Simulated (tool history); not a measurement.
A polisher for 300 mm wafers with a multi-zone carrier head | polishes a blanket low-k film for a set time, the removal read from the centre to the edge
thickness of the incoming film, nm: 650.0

run	day	flow of slurry (ml/min)	pressure of the head's centre zone	pressure of the head's middle zone	pressure of the head's edge zone	abrasive content of the slurry	polishing time (s)	film removed at the wafer's centre (nm)	film removed at mid-radius (nm)	film removed at the wafer's edge (nm)
1	0.000	210	1.00	1.00	1.00	1.0	81	35.620	35.544	34.567
2	0.038	220	1.01	1.00	1.00	1.0	81	35.589	35.170	35.289
3	0.346	220	0.96	1.00	1.00	1.0	81	34.093	35.983	35.171
4	0.462	220	0.96	1.06	1.00	1.0	81	33.972	37.694	34.861
5	0.696	220	0.96	1.06	1.00	1.2	81	36.871	40.585	37.964
6	0.750	220	0.98	1.06	0.99	1.2	81	37.361	41.157	37.991

Forecast run 7:
7	1.050	220	1.00	1.05	0.98	1.2	81	?	?	?

Run 7 gave film removed at the wafer's centre (nm) 38.187, film removed at mid-radius (nm) 40.441, film removed at the wafer's edge (nm) 37.765.
